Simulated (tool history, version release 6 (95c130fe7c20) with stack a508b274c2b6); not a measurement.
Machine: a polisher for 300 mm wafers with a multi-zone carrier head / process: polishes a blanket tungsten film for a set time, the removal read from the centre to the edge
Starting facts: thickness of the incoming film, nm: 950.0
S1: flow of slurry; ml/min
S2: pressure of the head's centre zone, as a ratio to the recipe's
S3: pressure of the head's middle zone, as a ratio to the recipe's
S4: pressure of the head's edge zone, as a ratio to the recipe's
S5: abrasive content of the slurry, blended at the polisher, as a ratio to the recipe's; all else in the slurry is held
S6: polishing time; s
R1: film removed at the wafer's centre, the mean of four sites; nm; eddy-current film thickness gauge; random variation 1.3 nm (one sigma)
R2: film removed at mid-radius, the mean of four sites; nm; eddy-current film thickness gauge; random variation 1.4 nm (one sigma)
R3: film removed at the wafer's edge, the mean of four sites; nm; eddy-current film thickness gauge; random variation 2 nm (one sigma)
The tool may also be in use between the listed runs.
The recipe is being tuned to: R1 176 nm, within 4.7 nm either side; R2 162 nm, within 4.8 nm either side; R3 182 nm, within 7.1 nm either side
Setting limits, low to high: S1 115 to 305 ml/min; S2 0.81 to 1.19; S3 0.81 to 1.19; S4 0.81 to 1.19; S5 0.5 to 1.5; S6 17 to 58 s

run    day   S1    S2    S3    S4    S5  S6      R1      R2      R3
  1      0  195     1     1     1     1  37  205.98  208.83  211.55
  2  0.283  215     1     1     1     1  37  210.65  208.84  210.92
  3  0.621  210  0.98  0.95  0.97   0.9  37  198.49  194.72  198.61
  4  0.821  210  0.98  0.98  0.97   0.9  37  197.68  200.41   197.9
  5  1.038  195  0.97  0.92  0.96  0.85  37   190.8  182.48  194.08
     1.083  -- slurry nozzle cleaned
  6  1.083  195  0.97  0.92  0.96  0.95  37  204.58  196.26  207.46
  7  1.233  195  0.96   0.9  0.96  0.85  37  195.05  185.04  199.17
  8  1.342  185  0.95  0.88  0.94   0.8  37  185.19  176.43  195.33
  9  1.504  180  0.96  0.87  0.92  0.75  37  184.53  169.24   187.2
 10  1.812  170  0.96  0.87  0.91  0.75  37  181.27  167.43   180.7
 11  1.904  165  0.95  0.86  0.91  0.75  37  181.86  167.15  180.03

Consider the 4 candidate settings below. Which is the only one whose results all fall within their allowed miss of target?
  A  1.996  185  0.91  0.91  0.91  0.7  37   ?   ?   ?
  B  1.996  230  0.94  0.84  0.95  0.7  36   ?   ?   ?
  C  1.996  160  1.02  0.84  0.92  0.7  37   ?   ?   ?
  D  1.996  160  0.96  0.86  0.82  0.8  37   ?   ?   ?

move      R1      R2      R3
   A  171.55  173.03  180.48
   B  177.49  161.72  182.84
   C  188.18  158.73  178.97
   D   186.5  170.54  178.93
A: corrects the largest miss of the last run, while another result sits out of spec
B: hits every target within its allowed miss
C: moves away from the targets compared with the last run
D: moves away from the targets compared with the last run
Answer: B

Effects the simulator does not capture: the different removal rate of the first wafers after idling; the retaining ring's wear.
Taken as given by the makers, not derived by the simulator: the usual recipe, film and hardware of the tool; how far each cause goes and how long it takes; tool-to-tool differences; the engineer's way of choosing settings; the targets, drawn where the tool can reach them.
